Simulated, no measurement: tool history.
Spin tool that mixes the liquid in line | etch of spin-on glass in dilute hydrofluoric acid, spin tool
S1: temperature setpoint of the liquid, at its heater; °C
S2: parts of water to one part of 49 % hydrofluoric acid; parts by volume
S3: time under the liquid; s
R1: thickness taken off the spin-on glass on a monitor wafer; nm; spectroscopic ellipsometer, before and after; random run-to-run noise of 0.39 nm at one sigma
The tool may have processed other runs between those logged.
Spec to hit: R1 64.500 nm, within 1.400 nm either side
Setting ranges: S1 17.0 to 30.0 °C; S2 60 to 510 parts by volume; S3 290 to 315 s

| run | hour | S1 | S2 | S3 | R1 |
|---|---|---|---|---|---|
| 1 | 0.0 | 22.0 | 285 | 290 | 25.814 |
| 2 | 8.1 | 22.0 | 285 | 315 | 27.315 |
| 3 | 10.5 | 22.0 | 285 | 290 | 25.577 |
| 4 | 15.5 | 22.0 | 200 | 290 | 39.156 |
| 5 | 24.2 | 25.0 | 200 | 290 | 43.560 |
| 6 | 27.8 | 25.0 | 200 | 315 | 47.905 |
|  | 30.0 | hydrofluoric acid flow meter replaced |
| 7 | 30.0 | 26.0 | 195 | 315 | 46.415 |
| 8 | 38.3 | 26.5 | 180 | 315 | 51.503 |
| 9 | 46.9 | 27.0 | 170 | 315 | 55.894 |
| 10 | 55.8 | 27.5 | 165 | 315 | 59.670 |
| 11 | 60.6 | 28.0 | 165 | 315 | 61.261 |
| 12 | 61.7 | 28.5 | 165 | 315 | 62.218 |
| 13 | 65.3 | 28.5 | 165 | 315 | 62.339 |
| 14 | 70.2 | 29.0 | 165 | 315 | 63.063 |

Exercise: of the 4 proposed moves below, exactly one satisfies all targets within the stated allowed misses. Which move is it?
| A | 75.1 | 26.0 | 155 | 315 | ? |
| B | 75.1 | 30.0 | 175 | 315 | ? |
| C | 75.1 | 23.5 | 135 | 315 | ? |
| D | 75.1 | 28.5 | 165 | 315 | ? |

| move | R1 |
|---|---|
| A | 61.110 |
| B | 61.061 |
| C | 65.305 |
| D | 62.164 |
A: the biggest miss grows against the last run
B: the biggest miss grows against the last run
C: all results land within tolerance of their targets
D: the biggest miss grows against the last run
C is the move that brings every result within its allowed miss.
